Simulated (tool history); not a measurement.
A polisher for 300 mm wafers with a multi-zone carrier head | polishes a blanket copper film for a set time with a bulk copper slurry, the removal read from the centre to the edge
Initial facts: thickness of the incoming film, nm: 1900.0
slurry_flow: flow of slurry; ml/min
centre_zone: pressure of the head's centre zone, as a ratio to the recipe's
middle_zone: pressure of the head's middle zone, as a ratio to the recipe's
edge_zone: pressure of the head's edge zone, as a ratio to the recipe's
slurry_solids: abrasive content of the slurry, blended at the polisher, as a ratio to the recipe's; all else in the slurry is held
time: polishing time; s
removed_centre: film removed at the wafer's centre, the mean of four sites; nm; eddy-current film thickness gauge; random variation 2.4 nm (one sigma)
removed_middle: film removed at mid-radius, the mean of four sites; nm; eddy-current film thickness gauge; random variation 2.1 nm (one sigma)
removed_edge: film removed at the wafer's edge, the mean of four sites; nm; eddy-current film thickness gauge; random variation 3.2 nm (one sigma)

| run | hour | slurry_flow | centre_zone | middle_zone | edge_zone | slurry_solids | time | removed_centre | removed_middle | removed_edge |
|---|---|---|---|---|---|---|---|---|---|---|
| 1 | 0.0 | 270 | 1.00 | 1.00 | 1.00 | 1.00 | 52 | 342.42 | 341.97 | 342.64 |
| 2 | 7.9 | 270 | 1.03 | 1.00 | 1.00 | 1.00 | 52 | 352.63 | 348.76 | 341.09 |
| 3 | 10.6 | 270 | 1.03 | 0.98 | 0.99 | 0.95 | 51 | 342.26 | 335.07 | 327.94 |
| 4 | 16.9 | 270 | 1.04 | 0.96 | 1.00 | 0.90 | 50 | 339.60 | 321.85 | 322.72 |
| 5 | 22.6 | 270 | 1.04 | 0.94 | 1.00 | 0.85 | 49 | 332.92 | 306.39 | 313.96 |
| 6 | 23.3 | 270 | 1.04 | 0.93 | 1.00 | 0.80 | 48 | 319.70 | 296.63 | 305.24 |
| 7 | 29.1 | 265 | 1.04 | 0.92 | 1.00 | 0.75 | 47 | 308.43 | 282.61 | 292.28 |
|  | 34.8 | worn pad replaced by a new one |
| 8 | 34.8 | 260 | 1.04 | 0.91 | 1.00 | 0.70 | 47 | 327.05 | 296.79 | 313.77 |

Run 9 is up next; what results do you expect?
| 9 | 39.0 | 265 | 1.04 | 0.90 | 1.00 | 0.75 | 46 | ? | ? | ? |

{"run 9": {"removed_centre": 324.89, "removed_middle": 293.22, "removed_edge": 315.64}}

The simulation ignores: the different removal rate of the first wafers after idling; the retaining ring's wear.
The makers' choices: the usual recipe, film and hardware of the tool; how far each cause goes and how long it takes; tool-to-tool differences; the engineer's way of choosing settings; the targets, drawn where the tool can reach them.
